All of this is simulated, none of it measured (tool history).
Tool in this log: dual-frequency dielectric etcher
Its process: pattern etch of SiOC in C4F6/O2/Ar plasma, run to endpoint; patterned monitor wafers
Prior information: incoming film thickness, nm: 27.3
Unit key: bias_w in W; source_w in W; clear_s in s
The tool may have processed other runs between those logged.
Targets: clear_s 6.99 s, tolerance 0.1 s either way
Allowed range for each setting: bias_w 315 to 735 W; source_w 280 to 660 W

run 1 day=0 | bias_w=525 source_w=470 | clear_s=8.2379
run 2 day=0.092 | bias_w=525 source_w=400 | clear_s=8.7687
run 3 day=0.442 | bias_w=583 source_w=430 | clear_s=8.0665
run 4 day=0.696 | bias_w=583 source_w=380 | clear_s=8.4931
run 5 day=0.721 | bias_w=583 source_w=310 | clear_s=9.1357
run 6 day=0.942 | bias_w=627 source_w=350 | clear_s=8.4367
run 7 day=1.117 | bias_w=658 source_w=380 | clear_s=7.9533
run 8 day=1.383 | bias_w=680 source_w=400 | clear_s=7.7101
run 9 day=1.625 | bias_w=696 source_w=420 | clear_s=7.508
run 10 day=1.85 | bias_w=707 source_w=430 | clear_s=7.303
run 11 day=2.146 | bias_w=715 source_w=440 | clear_s=7.2016
run 12 day=2.458 | bias_w=721 source_w=440 | clear_s=7.1712
run 13 day=2.688 | bias_w=725 source_w=440 | clear_s=7.186
run 14 day=2.717 | bias_w=728 source_w=450 | clear_s=7.0567

Pick the move, out of 5, that brings all results within their allowed miss; only one does.
run A day=2.746 | bias_w=687 source_w=460 | clear_s=?
run B day=2.746 | bias_w=645 source_w=510 | clear_s=?
run C day=2.746 | bias_w=716 source_w=450 | clear_s=?
run D day=2.746 | bias_w=636 source_w=520 | clear_s=?
run E day=2.746 | bias_w=722 source_w=480 | clear_s=?

move=A clear_s=7.2174
move=B clear_s=7.1687
move=C clear_s=7.1261
move=D clear_s=7.1677
move=E clear_s=6.9256
A: further off than the last run
B: further off than the last run
C: further off than the last run
D: further off than the last run
E: hits every target within its allowed miss
Correct choice: E, which meets every target
